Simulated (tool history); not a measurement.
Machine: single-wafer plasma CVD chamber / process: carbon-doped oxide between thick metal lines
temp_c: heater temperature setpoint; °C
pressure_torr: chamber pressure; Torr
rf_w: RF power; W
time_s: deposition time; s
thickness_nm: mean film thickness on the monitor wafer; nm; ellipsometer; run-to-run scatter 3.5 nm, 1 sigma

run,hour,temp_c,pressure_torr,rf_w,time_s,thickness_nm
1,0.0,330,4.81,430,268,1161.6
2,0.6,330,4.81,430,268,1151.4
3,6.7,334,4.63,430,268,1145.7
4,13.4,334,4.63,430,276,1175.5
5,19.8,328,4.63,430,276,1192.2
6,23.8,330,4.25,425,276,1151.3

Run 7 has not been measured yet. What should we expect?
7,29.2,332,3.99,425,276,?

Run 7 measured thickness_nm 1130.4 nm.

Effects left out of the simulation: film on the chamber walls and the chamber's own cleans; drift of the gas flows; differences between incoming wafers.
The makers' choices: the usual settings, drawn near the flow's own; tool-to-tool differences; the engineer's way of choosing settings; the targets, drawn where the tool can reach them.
